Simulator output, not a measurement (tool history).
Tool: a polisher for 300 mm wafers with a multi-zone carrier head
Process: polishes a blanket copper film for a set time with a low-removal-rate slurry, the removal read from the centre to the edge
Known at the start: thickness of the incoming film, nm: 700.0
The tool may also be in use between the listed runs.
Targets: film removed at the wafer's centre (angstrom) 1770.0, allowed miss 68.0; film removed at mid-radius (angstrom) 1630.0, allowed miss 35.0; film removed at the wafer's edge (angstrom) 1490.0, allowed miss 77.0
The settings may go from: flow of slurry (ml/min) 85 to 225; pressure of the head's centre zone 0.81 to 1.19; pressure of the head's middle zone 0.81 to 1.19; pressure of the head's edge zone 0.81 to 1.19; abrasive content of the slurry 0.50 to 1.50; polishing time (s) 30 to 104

run,day,flow of slurry (ml/min),pressure of the head's centre zone,pressure of the head's middle zone,pressure of the head's edge zone,abrasive content of the slurry,polishing time (s),film removed at the wafer's centre (angstrom),film removed at mid-radius (angstrom),film removed at the wafer's edge (angstrom)
1,0.000,145,1.00,1.00,1.00,1.00,67,2413.8,2444.3,2399.1
2,0.308,165,1.00,1.00,1.00,1.00,67,2474.5,2471.6,2423.1
3,0.671,165,1.00,1.00,1.00,1.10,67,2558.1,2521.1,2420.0
4,0.729,140,1.00,1.00,1.00,1.10,67,2440.8,2457.2,2398.5
5,0.767,155,1.02,1.00,0.95,0.95,59,2179.3,2148.9,2040.6
6,0.858,155,1.02,1.05,0.95,0.95,59,2225.9,2266.9,2095.2
7,1.025,150,1.03,0.95,0.85,0.70,52,1889.7,1737.0,1607.6
8,1.188,140,1.03,0.95,0.84,0.70,52,1869.7,1704.7,1621.8
9,1.279,145,1.03,0.95,0.83,0.65,52,1861.8,1714.8,1592.1
10,1.542,145,1.03,0.95,0.82,0.60,52,1832.6,1701.6,1646.5
11,1.633,140,1.03,0.95,0.82,0.65,51,1811.6,1679.4,1616.7

5 next moves are on the table. One of them brings every result within its allowed miss. Which?
A,1.725,100,1.02,1.01,0.84,0.50,54,?,?,?
B,1.725,225,1.03,0.95,0.81,0.75,46,?,?,?
C,1.725,85,0.92,0.86,0.96,0.65,58,?,?,?
D,1.725,185,1.01,0.96,0.84,0.70,50,?,?,?
E,1.725,110,0.98,0.95,0.83,0.65,56,?,?,?

move,film removed at the wafer's centre (angstrom),film removed at mid-radius (angstrom),film removed at the wafer's edge (angstrom)
A,1731.4,1735.9,1565.2
B,1754.6,1633.0,1482.2
C,1675.8,1638.0,1812.0
D,1807.8,1735.9,1596.1
E,1800.9,1783.1,1677.9
A: brings the result that was furthest off to its target, and leaves another outside
B: meets every target
C: further off than the last run
D: further off than the last run
E: further off than the last run
Move B is the one to make.
